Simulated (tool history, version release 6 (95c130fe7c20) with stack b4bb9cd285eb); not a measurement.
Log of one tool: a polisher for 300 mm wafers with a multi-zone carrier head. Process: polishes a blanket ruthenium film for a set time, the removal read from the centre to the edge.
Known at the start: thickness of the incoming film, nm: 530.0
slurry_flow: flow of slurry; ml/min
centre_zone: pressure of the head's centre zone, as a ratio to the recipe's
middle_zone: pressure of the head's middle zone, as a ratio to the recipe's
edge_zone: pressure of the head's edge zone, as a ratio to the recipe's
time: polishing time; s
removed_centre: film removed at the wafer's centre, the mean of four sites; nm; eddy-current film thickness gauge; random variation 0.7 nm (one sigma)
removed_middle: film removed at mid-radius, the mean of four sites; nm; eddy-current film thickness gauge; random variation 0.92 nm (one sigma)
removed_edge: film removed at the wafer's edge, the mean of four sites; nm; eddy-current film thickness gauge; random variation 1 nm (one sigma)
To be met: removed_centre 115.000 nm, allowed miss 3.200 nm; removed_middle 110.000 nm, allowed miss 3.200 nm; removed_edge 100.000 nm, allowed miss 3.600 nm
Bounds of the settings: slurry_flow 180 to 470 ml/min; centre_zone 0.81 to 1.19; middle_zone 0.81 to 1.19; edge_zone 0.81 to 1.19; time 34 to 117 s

Run 1, day 0.000: slurry_flow 300 ml/min, centre_zone 1.00, middle_zone 1.00, edge_zone 1.00, time 75 s. Result: removed_centre 71.392 nm, removed_middle 70.173 nm, removed_edge 69.591 nm.
Run 2, day 0.358: slurry_flow 315 ml/min, centre_zone 1.04, middle_zone 1.04, edge_zone 1.03, time 81 s. Result: removed_centre 79.251 nm, removed_middle 76.754 nm, removed_edge 76.975 nm.
Run 3, day 0.725: slurry_flow 315 ml/min, centre_zone 1.01, middle_zone 1.04, edge_zone 1.03, time 81 s. Result: removed_centre 76.561 nm, removed_middle 77.728 nm, removed_edge 77.133 nm.
Run 4, day 0.900: slurry_flow 320 ml/min, centre_zone 1.05, middle_zone 1.08, edge_zone 1.02, time 87 s. Result: removed_centre 85.640 nm, removed_middle 86.754 nm, removed_edge 80.635 nm.
Run 5, day 1.096: slurry_flow 320 ml/min, centre_zone 1.10, middle_zone 1.08, edge_zone 1.02, time 87 s. Result: removed_centre 88.904 nm, removed_middle 86.524 nm, removed_edge 81.626 nm.
Run 6, day 1.450: slurry_flow 320 ml/min, centre_zone 1.10, middle_zone 1.08, edge_zone 1.02, time 72 s. Result: removed_centre 73.261 nm, removed_middle 71.945 nm, removed_edge 67.543 nm.
Run 7, day 1.575: slurry_flow 330 ml/min, centre_zone 1.12, middle_zone 1.10, edge_zone 1.03, time 80 s. Result: removed_centre 82.756 nm, removed_middle 80.842 nm, removed_edge 76.941 nm.
Run 8, day 1.671: slurry_flow 340 ml/min, centre_zone 1.14, middle_zone 1.11, edge_zone 1.03, time 86 s. Result: removed_centre 91.453 nm, removed_middle 87.409 nm, removed_edge 81.373 nm.
Run 9, day 2.038: slurry_flow 340 ml/min, centre_zone 1.14, middle_zone 1.11, edge_zone 1.03, time 86 s. Result: removed_centre 91.410 nm, removed_middle 86.391 nm, removed_edge 81.919 nm.
Run 10, day 2.225: slurry_flow 340 ml/min, centre_zone 1.15, middle_zone 1.13, edge_zone 1.03, time 90 s. Result: removed_centre 96.615 nm, removed_middle 90.702 nm, removed_edge 85.309 nm.
Run 11, day 2.283: slurry_flow 350 ml/min, centre_zone 1.15, middle_zone 1.15, edge_zone 1.03, time 94 s. Result: removed_centre 100.360 nm, removed_middle 97.875 nm, removed_edge 89.809 nm.

4 next moves are on the table. One of them brings every result within its allowed miss. Which?
Run A, day 2.342: slurry_flow 340 ml/min, centre_zone 1.19, middle_zone 1.17, edge_zone 1.07, time 98 s. Result: removed_centre ?, removed_middle ?, removed_edge ?.
Run B, day 2.342: slurry_flow 340 ml/min, centre_zone 1.19, middle_zone 1.17, edge_zone 1.04, time 105 s. Result: removed_centre ?, removed_middle ?, removed_edge ?.
Run C, day 2.342: slurry_flow 305 ml/min, centre_zone 1.11, middle_zone 1.18, edge_zone 1.04, time 106 s. Result: removed_centre ?, removed_middle ?, removed_edge ?.
Run D, day 2.342: slurry_flow 395 ml/min, centre_zone 1.05, middle_zone 1.02, edge_zone 1.13, time 108 s. Result: removed_centre ?, removed_middle ?, removed_edge ?.

move  removed_centre  removed_middle  removed_edge
   A         108.070         102.020        96.338
   B         115.790         109.310       101.770
   C         109.180         109.840       101.900
   D         109.050         104.100       110.380
A: nearer than the last run, and not there yet
B: meets every target
C: nearer than the last run, and not there yet
D: nearer than the last run, and not there yet
Move B is the one to make.

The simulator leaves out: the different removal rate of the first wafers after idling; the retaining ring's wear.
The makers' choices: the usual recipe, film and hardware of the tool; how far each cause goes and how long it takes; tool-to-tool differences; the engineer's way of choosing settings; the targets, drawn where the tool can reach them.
